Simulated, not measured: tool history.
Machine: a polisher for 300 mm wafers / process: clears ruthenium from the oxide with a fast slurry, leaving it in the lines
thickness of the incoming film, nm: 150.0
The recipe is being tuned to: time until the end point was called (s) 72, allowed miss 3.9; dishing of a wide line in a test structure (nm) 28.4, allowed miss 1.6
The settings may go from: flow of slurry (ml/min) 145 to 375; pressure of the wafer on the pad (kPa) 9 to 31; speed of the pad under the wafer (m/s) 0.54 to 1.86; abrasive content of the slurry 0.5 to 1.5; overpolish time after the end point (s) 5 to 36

run	hour	flow of slurry (ml/min)	pressure of the wafer on the pad (kPa)	speed of the pad under the wafer (m/s)	abrasive content of the slurry	overpolish time after the end point (s)	time until the end point was called (s)	dishing of a wide line in a test structure (nm)
1	0	240	20	1.18	1	18	29.175	68.619
2	8.8	240	17.2	1.06	1	17	38.258	54.07
3	9.8	240	15.2	1	1	16	44.559	42.664
4	10.7	240	13.8	0.96	1	16	52.074	37.607
5	14.8	240	13.8	1.14	1	16	43.721	45.427
6	22.7	195	13.8	1.14	1	16	44.707	43.157
# hour 28.7: head pressure recalibrated
7	28.7	185	9	0.84	0.95	15	100.81	19.112
8	30.9	220	9.7	0.84	0.95	15	95.125	21.531
9	39.1	240	10.3	0.84	0.95	15	85.868	22.938
10	41.7	255	11	0.84	0.95	15	80.063	24.066
11	48.2	285	12.4	0.84	0.95	17	70.166	30.418

Which one of the following 4 next-run settings gets every result inside its allowed miss? There is exactly one.
A	54.7	325	13.1	0.9	1	16	?	?
B	54.7	290	17.2	0.56	1.05	16	?	?
C	54.7	260	12.4	0.72	1.05	15	?	?
D	54.7	295	16.5	1.02	0.65	16	?	?

move	time until the end point was called (s)	dishing of a wide line in a test structure (nm)
A	60.123	32.864
B	70.965	28.241
C	77.562	24.497
D	64.557	30.802
A: the biggest miss grows against the last run
B: each result inside its tolerance
C: carries the result that was furthest off beyond its target, to the other side
D: the biggest miss grows against the last run
The right move is B.
